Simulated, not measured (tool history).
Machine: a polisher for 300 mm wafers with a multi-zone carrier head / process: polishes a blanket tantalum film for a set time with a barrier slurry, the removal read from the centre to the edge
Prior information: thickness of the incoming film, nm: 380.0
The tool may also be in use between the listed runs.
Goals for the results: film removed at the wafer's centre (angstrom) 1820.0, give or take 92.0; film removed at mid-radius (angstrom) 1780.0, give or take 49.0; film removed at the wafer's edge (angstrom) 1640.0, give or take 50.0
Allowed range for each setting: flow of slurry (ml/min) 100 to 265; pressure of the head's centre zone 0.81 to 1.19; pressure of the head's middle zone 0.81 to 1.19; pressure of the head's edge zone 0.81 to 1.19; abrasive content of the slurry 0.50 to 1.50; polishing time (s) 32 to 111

run,hour,flow of slurry (ml/min),pressure of the head's centre zone,pressure of the head's middle zone,pressure of the head's edge zone,abrasive content of the slurry,polishing time (s),film removed at the wafer's centre (angstrom),film removed at mid-radius (angstrom),film removed at the wafer's edge (angstrom)
1,0.0,170,1.00,1.00,1.00,1.00,71,1370.1,1340.0,1358.7
2,8.5,170,1.00,1.00,1.00,0.85,71,1288.4,1315.3,1316.4
3,11.1,185,1.03,1.05,1.04,0.95,72,1446.6,1404.4,1391.0
4,19.6,160,1.03,1.05,1.04,0.95,72,1369.8,1382.9,1387.3
5,26.3,160,1.03,1.05,1.04,1.10,72,1434.8,1404.4,1413.1
6,33.5,180,1.03,1.09,1.06,1.20,73,1502.7,1545.4,1486.6
7,36.5,195,1.05,1.11,1.08,1.25,73,1519.2,1571.9,1488.4
8,44.5,195,1.08,1.12,1.08,1.35,74,1655.0,1605.6,1565.5
9,51.4,205,1.09,1.14,1.07,1.40,74,1668.4,1667.0,1556.2
10,56.0,210,1.10,1.15,1.08,1.45,75,1681.1,1726.2,1619.7

Which one of the following 5 next-run settings gets every result inside its allowed miss? There is exactly one.
A,60.6,265,1.08,1.15,0.97,1.40,79,?,?,?
B,60.6,220,1.17,1.10,1.11,1.40,75,?,?,?
C,60.6,230,1.14,1.19,1.07,1.40,76,?,?,?
D,60.6,220,0.96,1.10,1.16,1.50,79,?,?,?
E,60.6,230,1.08,1.11,1.11,1.50,79,?,?,?

move,film removed at the wafer's centre (angstrom),film removed at mid-radius (angstrom),film removed at the wafer's edge (angstrom)
A,1804.1,1869.0,1641.0
B,1781.4,1683.7,1638.6
C,1779.8,1810.3,1635.2
D,1624.7,1795.6,1786.0
E,1792.1,1815.8,1753.1
A: puts the biggest miss on target and leaves a different result outside tolerance
B: puts the biggest miss on target and leaves a different result outside tolerance
C: every result lands within tolerance
D: moves away from the targets compared with the last run
E: puts the biggest miss on target and leaves a different result outside tolerance
The right move is C.
